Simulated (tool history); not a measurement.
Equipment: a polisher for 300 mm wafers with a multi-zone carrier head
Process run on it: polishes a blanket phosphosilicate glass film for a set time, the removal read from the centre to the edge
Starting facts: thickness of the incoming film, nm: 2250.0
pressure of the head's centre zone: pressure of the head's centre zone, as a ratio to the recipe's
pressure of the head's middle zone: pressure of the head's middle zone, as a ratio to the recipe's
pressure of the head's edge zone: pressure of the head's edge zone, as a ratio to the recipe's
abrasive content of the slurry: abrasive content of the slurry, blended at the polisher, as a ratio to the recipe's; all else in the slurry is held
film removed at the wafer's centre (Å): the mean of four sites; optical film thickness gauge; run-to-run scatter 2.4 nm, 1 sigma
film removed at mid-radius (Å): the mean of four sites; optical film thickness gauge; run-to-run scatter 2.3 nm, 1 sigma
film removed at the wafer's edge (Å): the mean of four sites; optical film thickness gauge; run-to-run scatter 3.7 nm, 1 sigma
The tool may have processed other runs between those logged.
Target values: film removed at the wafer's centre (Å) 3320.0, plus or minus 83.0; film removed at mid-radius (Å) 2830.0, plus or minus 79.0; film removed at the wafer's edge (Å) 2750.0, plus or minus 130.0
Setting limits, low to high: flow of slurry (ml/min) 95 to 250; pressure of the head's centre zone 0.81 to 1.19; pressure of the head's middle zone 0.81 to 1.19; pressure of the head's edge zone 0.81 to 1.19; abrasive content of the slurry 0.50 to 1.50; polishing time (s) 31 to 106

run	hour	flow of slurry (ml/min)	pressure of the head's centre zone	pressure of the head's middle zone	pressure of the head's edge zone	abrasive content of the slurry	polishing time (s)	film removed at the wafer's centre (Å)	film removed at mid-radius (Å)	film removed at the wafer's edge (Å)
1	0.0	160	1.00	1.00	1.00	1.00	68	7319.1	6819.6	6736.3
2	8.9	160	1.00	1.06	1.00	1.00	68	7282.3	7207.1	6483.1
3	13.0	160	0.93	1.06	1.00	1.00	68	6791.4	7344.0	6667.7
4	21.3	160	0.97	1.06	1.00	1.00	68	6993.2	7229.1	6708.0
# hour 28.3: centre zone pressure recalibrated
5	28.3	160	0.97	1.06	1.00	1.00	74	7140.8	7845.6	7422.5
6	32.8	145	0.93	1.03	1.00	0.85	63	5253.2	5838.3	5735.3
7	36.6	155	1.03	0.93	0.90	0.60	44	3105.1	2882.3	2858.6
8	38.3	160	1.05	0.93	0.89	0.60	44	3196.0	2831.9	2769.0
9	47.0	165	1.05	0.93	0.89	0.60	44	3222.4	2880.2	2802.5
10	52.9	165	1.05	0.93	0.89	0.60	44	3252.0	2863.7	2798.1

Next run, 5 choices. One meets every target within its allowed miss, the rest don't. Which?
A	58.8	175	1.08	0.96	0.88	0.70	36	?	?	?
B	58.8	160	1.05	0.95	0.87	0.60	44	?	?	?
C	58.8	180	1.08	0.92	0.87	0.65	40	?	?	?
D	58.8	205	1.07	1.02	0.97	0.55	43	?	?	?
E	58.8	115	1.08	1.04	0.91	0.60	45	?	?	?

move	film removed at the wafer's centre (Å)	film removed at mid-radius (Å)	film removed at the wafer's edge (Å)
A	3170.1	2819.2	2684.7
B	3234.9	2939.7	2820.4
C	3323.9	2852.1	2798.0
D	3080.6	2901.1	2728.0
E	3170.4	3045.3	2811.4
A: further off than the last run
B: further off than the last run
C: all results in spec
D: further off than the last run
E: further off than the last run
So the answer is move C, the one that meets all the targets.

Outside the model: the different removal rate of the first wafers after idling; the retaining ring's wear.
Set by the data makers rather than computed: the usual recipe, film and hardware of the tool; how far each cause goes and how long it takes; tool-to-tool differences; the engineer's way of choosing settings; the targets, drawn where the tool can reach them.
